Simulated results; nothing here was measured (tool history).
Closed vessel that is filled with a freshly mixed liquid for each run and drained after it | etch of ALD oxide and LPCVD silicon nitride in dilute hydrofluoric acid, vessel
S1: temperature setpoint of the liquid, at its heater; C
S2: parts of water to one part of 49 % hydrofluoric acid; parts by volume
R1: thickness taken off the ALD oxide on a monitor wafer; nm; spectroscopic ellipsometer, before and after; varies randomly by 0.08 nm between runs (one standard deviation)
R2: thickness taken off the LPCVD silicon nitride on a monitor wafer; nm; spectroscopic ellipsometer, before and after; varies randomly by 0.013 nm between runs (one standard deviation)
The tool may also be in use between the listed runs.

{"run": 1, "hour": 0.0, "S1": 25.0, "S2": 105, "time in the liquid (s)": 65, "R1": 21.565, "R2": 0.33807}
{"run": 2, "hour": 0.7, "S1": 25.0, "S2": 105, "time in the liquid (s)": 45, "R1": 15.212, "R2": 0.21114}
{"run": 3, "hour": 1.9, "S1": 25.0, "S2": 130, "time in the liquid (s)": 45, "R1": 11.927, "R2": 0.18386}
{"run": 4, "hour": 10.1, "S1": 25.0, "S2": 130, "time in the liquid (s)": 30, "R1": 7.8779, "R2": 0.1059}
{"run": 5, "hour": 11.1, "S1": 25.0, "S2": 155, "time in the liquid (s)": 30, "R1": 6.4116, "R2": 0.11027}
{"run": 6, "hour": 12.6, "S1": 26.0, "S2": 150, "time in the liquid (s)": 30, "R1": 7.0121, "R2": 0.12182}
{"run": 7, "hour": 18.3, "S1": 26.5, "S2": 145, "time in the liquid (s)": 30, "R1": 7.4002, "R2": 0.12665}
{"run": 8, "hour": 26.6, "S1": 27.0, "S2": 140, "time in the liquid (s)": 30, "R1": 7.8197, "R2": 0.1299}
{"run": 9, "hour": 33.9, "S1": 27.5, "S2": 135, "time in the liquid (s)": 30, "R1": 8.3885, "R2": 0.14271}
{"run": 10, "hour": 38.2, "S1": 28.5, "S2": 125, "time in the liquid (s)": 30, "R1": 9.5507, "R2": 0.16572}
{"run": 11, "hour": 39.7, "S1": 28.5, "S2": 120, "time in the liquid (s)": 30, "R1": 9.8966, "R2": 0.17665}

For run 12, what comes out?
{"run": 12, "hour": 41.2, "S1": 29.0, "S2": 115, "time in the liquid (s)": 30, "R1": "?", "R2": "?"}

{"run 12": {"R1": 10.627, "R2": 0.16419}}
